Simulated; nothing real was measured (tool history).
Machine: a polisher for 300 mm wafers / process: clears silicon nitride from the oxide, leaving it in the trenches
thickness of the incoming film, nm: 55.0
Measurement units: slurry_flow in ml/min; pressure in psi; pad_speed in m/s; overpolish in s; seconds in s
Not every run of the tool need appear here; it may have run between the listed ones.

Run 1, hour 0.0: slurry_flow 215 ml/min, pressure 1.9 psi, pad_speed 1.00 m/s, overpolish 30 s. Result: seconds 96.518 s.
Run 2, hour 6.5: slurry_flow 215 ml/min, pressure 1.9 psi, pad_speed 1.00 m/s, overpolish 32 s. Result: seconds 95.556 s.
Run 3, hour 8.7: slurry_flow 215 ml/min, pressure 2.1 psi, pad_speed 1.02 m/s, overpolish 32 s. Result: seconds 83.251 s.
Run 4, hour 12.6: slurry_flow 215 ml/min, pressure 2.1 psi, pad_speed 1.02 m/s, overpolish 32 s. Result: seconds 86.072 s.
Run 5, hour 14.3: slurry_flow 215 ml/min, pressure 2.1 psi, pad_speed 1.02 m/s, overpolish 32 s. Result: seconds 85.093 s.
Run 6, hour 19.9: slurry_flow 245 ml/min, pressure 2.1 psi, pad_speed 1.02 m/s, overpolish 32 s. Result: seconds 82.130 s.
Run 7, hour 26.2: slurry_flow 250 ml/min, pressure 2.3 psi, pad_speed 1.02 m/s, overpolish 32 s. Result: seconds 75.965 s.
Run 8, hour 29.4: slurry_flow 255 ml/min, pressure 2.9 psi, pad_speed 1.20 m/s, overpolish 32 s. Result: seconds 52.680 s.

Run 9 has not been measured yet. What should we expect?
Run 9, hour 35.4: slurry_flow 255 ml/min, pressure 2.9 psi, pad_speed 1.20 m/s, overpolish 32 s. Result: seconds ?.

seconds: 53.729 s
